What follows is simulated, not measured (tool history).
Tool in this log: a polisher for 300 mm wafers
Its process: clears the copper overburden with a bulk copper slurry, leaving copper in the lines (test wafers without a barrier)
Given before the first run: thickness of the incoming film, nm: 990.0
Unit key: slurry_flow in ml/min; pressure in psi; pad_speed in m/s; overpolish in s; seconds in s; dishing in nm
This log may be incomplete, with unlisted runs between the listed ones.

run 1 hour=0 | slurry_flow=200 pressure=3.2 pad_speed=1.36 slurry_solids=1 overpolish=20 | seconds=55.637 dishing=67.259
run 2 hour=3.9 | slurry_flow=200 pressure=3.2 pad_speed=1.36 slurry_solids=1 overpolish=23 | seconds=56.012 dishing=67.532
run 3 hour=5.1 | slurry_flow=200 pressure=3.2 pad_speed=1.06 slurry_solids=1 overpolish=23 | seconds=71.499 dishing=65.809
run 4 hour=10.4 | slurry_flow=200 pressure=3.5 pad_speed=1.06 slurry_solids=1 overpolish=23 | seconds=65.681 dishing=68.216
run 5 hour=13.1 | slurry_flow=200 pressure=3.7 pad_speed=1.1 slurry_solids=1 overpolish=21 | seconds=61.917 dishing=67.975
run 6 hour=21.7 | slurry_flow=200 pressure=3.1 pad_speed=1.1 slurry_solids=1 overpolish=21 | seconds=71.748 dishing=64.735
run 7 hour=22.5 | slurry_flow=215 pressure=4 pad_speed=1.48 slurry_solids=1.05 overpolish=11 | seconds=42.539 dishing=63.778

Estimate the outcome of run 8 from the log above:
run 8 hour=28 | slurry_flow=215 pressure=4.1 pad_speed=1.48 slurry_solids=1.05 overpolish=12 | seconds=? dishing=?

{"run 8": {"seconds": 41.649, "dishing": 68.66}}

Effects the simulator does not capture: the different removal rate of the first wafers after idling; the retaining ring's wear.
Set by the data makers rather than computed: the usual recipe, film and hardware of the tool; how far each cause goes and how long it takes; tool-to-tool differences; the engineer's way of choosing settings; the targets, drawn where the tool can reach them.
